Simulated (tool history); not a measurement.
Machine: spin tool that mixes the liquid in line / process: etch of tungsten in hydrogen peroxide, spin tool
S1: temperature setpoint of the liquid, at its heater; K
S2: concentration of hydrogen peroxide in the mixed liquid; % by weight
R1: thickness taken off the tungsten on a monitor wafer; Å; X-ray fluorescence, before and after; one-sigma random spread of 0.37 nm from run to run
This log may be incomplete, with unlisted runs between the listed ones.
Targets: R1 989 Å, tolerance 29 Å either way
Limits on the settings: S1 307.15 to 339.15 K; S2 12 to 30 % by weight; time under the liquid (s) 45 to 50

{"run": 1, "hour": 0.0, "S1": 323.15, "S2": 22.5, "time under the liquid (s)": 45, "R1": 544.61}
{"run": 2, "hour": 3.8, "S1": 324.15, "S2": 22.5, "time under the liquid (s)": 45, "R1": 583.85}
{"run": 3, "hour": 5.2, "S1": 325.15, "S2": 22.5, "time under the liquid (s)": 45, "R1": 615.05}
{"run": 4, "hour": 8.3, "S1": 326.15, "S2": 22.5, "time under the liquid (s)": 45, "R1": 659.48}
{"run": 5, "hour": 16.8, "S1": 326.65, "S2": 22.5, "time under the liquid (s)": 45, "R1": 678.29}
{"run": 6, "hour": 22.7, "S1": 321.15, "S2": 22.5, "time under the liquid (s)": 45, "R1": 482.69}
{"run": 7, "hour": 26.6, "S1": 322.15, "S2": 22.5, "time under the liquid (s)": 45, "R1": 515.8}
{"run": 8, "hour": 32.5, "S1": 323.15, "S2": 22.5, "time under the liquid (s)": 45, "R1": 548.98}
{"run": 9, "hour": 36.2, "S1": 323.15, "S2": 22.5, "time under the liquid (s)": 45, "R1": 546}
{"run": 10, "hour": 41.4, "S1": 331.15, "S2": 23, "time under the liquid (s)": 45, "R1": 891.6}
{"run": 11, "hour": 48.5, "S1": 332.15, "S2": 23, "time under the liquid (s)": 45, "R1": 944.46}

Which one of the following 4 next-run settings gets every result inside its allowed miss? There is exactly one.
{"run": "A", "hour": 55.6, "S1": 329.65, "S2": 29, "time under the liquid (s)": 45, "R1": "?"}
{"run": "B", "hour": 55.6, "S1": 331.15, "S2": 25, "time under the liquid (s)": 45, "R1": "?"}
{"run": "C", "hour": 55.6, "S1": 331.15, "S2": 25.5, "time under the liquid (s)": 50, "R1": "?"}
{"run": "D", "hour": 55.6, "S1": 333.15, "S2": 18, "time under the liquid (s)": 50, "R1": "?"}

move=A R1=918.04
move=B R1=930.51
move=C R1=1044.2
move=D R1=984.91
A: misses by more than the last run did
B: misses by more than the last run did
C: moves the result that the last run missed by most past its target, out the other side
D: meets every target
The right move is D.

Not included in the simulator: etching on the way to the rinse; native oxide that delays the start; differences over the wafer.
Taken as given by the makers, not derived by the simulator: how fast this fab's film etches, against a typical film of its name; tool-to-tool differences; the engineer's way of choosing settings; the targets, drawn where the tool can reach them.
